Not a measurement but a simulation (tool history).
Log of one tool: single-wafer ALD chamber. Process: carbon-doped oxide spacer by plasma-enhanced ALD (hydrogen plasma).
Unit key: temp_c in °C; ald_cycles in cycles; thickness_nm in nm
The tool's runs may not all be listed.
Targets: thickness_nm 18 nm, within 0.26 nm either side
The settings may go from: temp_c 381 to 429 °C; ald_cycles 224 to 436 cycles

run  hour  temp_c  ald_cycles  thickness_nm
  1     0     405         330        16.674
  2   6.9     399         330        16.782
  3    11     407         330        16.577
  4  16.9     407         310        15.533
  5  22.5     396         310        15.672
  6  26.4     396         324        16.438
  7  29.9     396         333        16.864
  8  37.2     396         340        17.245
  9  39.1     385         347        17.576

4 candidate next runs follow, results not yet known. Just one meets every target within its allowed miss. Identify it.
  A    41     381         341             ?
  B    41     384         340             ?
  C    41     385         335             ?
  D    41     384         354             ?

move  thickness_nm
   A        17.228
   B        17.178
   C        16.925
   D        17.885
A: lands further from the targets than the last run did
B: lands further from the targets than the last run did
C: lands further from the targets than the last run did
D: in spec on every target
The move that meets every target is D.
